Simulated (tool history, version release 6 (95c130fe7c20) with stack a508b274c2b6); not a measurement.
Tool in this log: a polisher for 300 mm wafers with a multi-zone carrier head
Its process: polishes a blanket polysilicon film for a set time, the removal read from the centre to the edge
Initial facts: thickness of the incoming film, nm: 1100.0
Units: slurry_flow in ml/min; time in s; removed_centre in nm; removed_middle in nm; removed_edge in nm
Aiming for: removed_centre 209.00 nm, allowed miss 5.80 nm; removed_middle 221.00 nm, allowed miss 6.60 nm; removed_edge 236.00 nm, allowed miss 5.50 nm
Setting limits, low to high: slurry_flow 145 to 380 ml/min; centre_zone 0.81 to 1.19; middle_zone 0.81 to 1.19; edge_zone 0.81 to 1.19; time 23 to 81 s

run	day	slurry_flow	centre_zone	middle_zone	edge_zone	time	removed_centre	removed_middle	removed_edge
1	0.000	245	1.00	1.00	1.00	52	329.35	328.77	328.67
2	0.342	245	1.00	1.00	1.09	52	326.42	321.12	340.46
3	0.462	245	1.00	0.93	1.09	52	325.24	304.99	345.79
4	0.808	190	1.00	0.93	1.09	52	322.68	295.01	340.13
5	0.883	215	1.00	0.93	1.09	52	320.01	300.45	337.67
6	0.929	210	0.96	0.91	1.04	48	292.73	276.34	311.89
7	0.975	210	0.93	0.91	1.02	44	254.28	253.47	277.77
8	1.275	205	0.90	0.89	0.98	43	246.97	239.69	271.50
9	1.646	200	0.88	0.90	0.96	42	234.57	239.20	260.97
10	1.733	195	0.86	0.89	0.93	41	225.76	228.39	252.10
11	2.054	190	0.85	0.89	0.91	41	224.60	229.09	248.86
12	2.158	165	0.81	0.88	0.87	39	203.34	209.97	227.83
13	2.362	175	0.81	0.89	0.87	39	199.45	217.09	230.32

Of the 5 settings listed for the next run, only one would bring every result within its allowed miss of target. Which one?
A	2.567	175	0.89	0.91	0.81	39	?	?	?
B	2.567	190	0.81	0.93	0.86	37	?	?	?
C	2.567	145	0.81	0.88	0.84	41	?	?	?
D	2.567	200	0.86	0.90	0.82	38	?	?	?
E	2.567	170	0.86	0.83	0.86	40	?	?	?

move	removed_centre	removed_middle	removed_edge
A	219.24	218.98	223.47
B	195.08	212.89	217.88
C	211.33	220.88	235.86
D	210.41	213.53	220.40
E	218.44	207.75	234.41
A: carries the result that was furthest off beyond its target, to the other side
B: its largest miss is bigger than the last run's
C: every result within its allowed miss
D: meets the target for the result that was furthest off, but another lies outside its allowed miss
E: carries the result that was furthest off beyond its target, to the other side
The right move is C.
